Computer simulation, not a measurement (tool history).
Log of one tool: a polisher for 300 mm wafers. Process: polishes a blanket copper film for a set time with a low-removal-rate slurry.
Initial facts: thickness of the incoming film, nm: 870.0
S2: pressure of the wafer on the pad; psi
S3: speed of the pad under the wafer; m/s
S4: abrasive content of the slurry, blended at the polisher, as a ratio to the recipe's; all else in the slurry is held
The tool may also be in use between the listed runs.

run 1 hour=0 | flow_of_slurry_(ml/min)=120 S2=2.9 S3=1 S4=1 polishing_time_(s)=19 | film_removed_(Å)=554.2
run 2 hour=7.1 | flow_of_slurry_(ml/min)=130 S2=3.4 S3=1.02 S4=1 polishing_time_(s)=19 | film_removed_(Å)=677.69
run 3 hour=11.7 | flow_of_slurry_(ml/min)=130 S2=3.4 S3=1.26 S4=1 polishing_time_(s)=19 | film_removed_(Å)=823.32
run 4 hour=19.9 | flow_of_slurry_(ml/min)=130 S2=3.4 S3=1.26 S4=1 polishing_time_(s)=17 | film_removed_(Å)=728.77
run 5 hour=26.8 | flow_of_slurry_(ml/min)=130 S2=3.4 S3=1.46 S4=1 polishing_time_(s)=17 | film_removed_(Å)=833.43
run 6 hour=32.8 | flow_of_slurry_(ml/min)=115 S2=3.4 S3=1.46 S4=1 polishing_time_(s)=17 | film_removed_(Å)=813.66
run 7 hour=39 | flow_of_slurry_(ml/min)=125 S2=3.6 S3=1.46 S4=1 polishing_time_(s)=17 | film_removed_(Å)=871.81

Run 8, settings as shown, results not yet in. Your forecast:
run 8 hour=44.9 | flow_of_slurry_(ml/min)=135 S2=3.8 S3=1.46 S4=1 polishing_time_(s)=17 | film_removed_(Å)=?

Run 8 produced film removed (Å) 934.61.

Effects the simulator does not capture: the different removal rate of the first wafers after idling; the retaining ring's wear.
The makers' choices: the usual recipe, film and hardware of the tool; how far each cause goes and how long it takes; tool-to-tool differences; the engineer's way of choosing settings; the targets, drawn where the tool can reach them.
